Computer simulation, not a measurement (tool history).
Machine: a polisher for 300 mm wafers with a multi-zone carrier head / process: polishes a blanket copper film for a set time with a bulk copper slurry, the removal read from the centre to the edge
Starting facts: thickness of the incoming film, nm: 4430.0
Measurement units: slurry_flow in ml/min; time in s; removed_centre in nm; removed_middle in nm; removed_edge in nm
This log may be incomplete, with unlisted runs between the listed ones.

| run | day | slurry_flow | centre_zone | middle_zone | edge_zone | slurry_solids | time | removed_centre | removed_middle | removed_edge |
|---|---|---|---|---|---|---|---|---|---|---|
| 1 | 0 | 230 | 1 | 1 | 1 | 1 | 90 | 1340 | 1384.4 | 1359.2 |
| 2 | 0.05 | 235 | 1.01 | 0.99 | 1.02 | 1.05 | 92 | 1404.1 | 1417.6 | 1409.6 |
| 3 | 0.079 | 235 | 1.01 | 0.93 | 1.02 | 1.05 | 92 | 1417.2 | 1355.5 | 1392.7 |
| 4 | 0.283 | 235 | 1.01 | 0.86 | 1.02 | 1.05 | 92 | 1403.7 | 1274.5 | 1415.4 |
| 5 | 0.45 | 235 | 1.01 | 0.89 | 1.02 | 1.05 | 92 | 1427.6 | 1314.6 | 1401.3 |
| 6 | 0.471 | 235 | 1.01 | 0.89 | 1.04 | 1.1 | 94 | 1414.9 | 1358.7 | 1465.8 |
| 7 | 0.792 | 245 | 1.03 | 0.89 | 1.05 | 1.15 | 96 | 1540.5 | 1410.2 | 1520.1 |
| 8 | 1.121 | 245 | 1.04 | 0.89 | 1.07 | 1.2 | 97 | 1555.9 | 1441.5 | 1583.8 |
| 9 | 1.488 | 250 | 1.06 | 0.9 | 1.08 | 1.25 | 98 | 1621.6 | 1498.2 | 1676.2 |
| 10 | 1.633 | 260 | 1.08 | 0.91 | 1.09 | 1.25 | 98 | 1688.7 | 1501.5 | 1648.5 |
| 11 | 1.8 | 260 | 1.09 | 0.92 | 1.1 | 1.3 | 98 | 1710.8 | 1524.9 | 1695.5 |

Run 12, settings as shown, results not yet in. Your forecast:
| 12 | 1.862 | 265 | 1.1 | 0.93 | 1.11 | 1.35 | 98 | ? | ? | ? |

Run 12 yielded removed_centre 1728.8 nm, removed_middle 1584.8 nm, removed_edge 1696.8 nm.
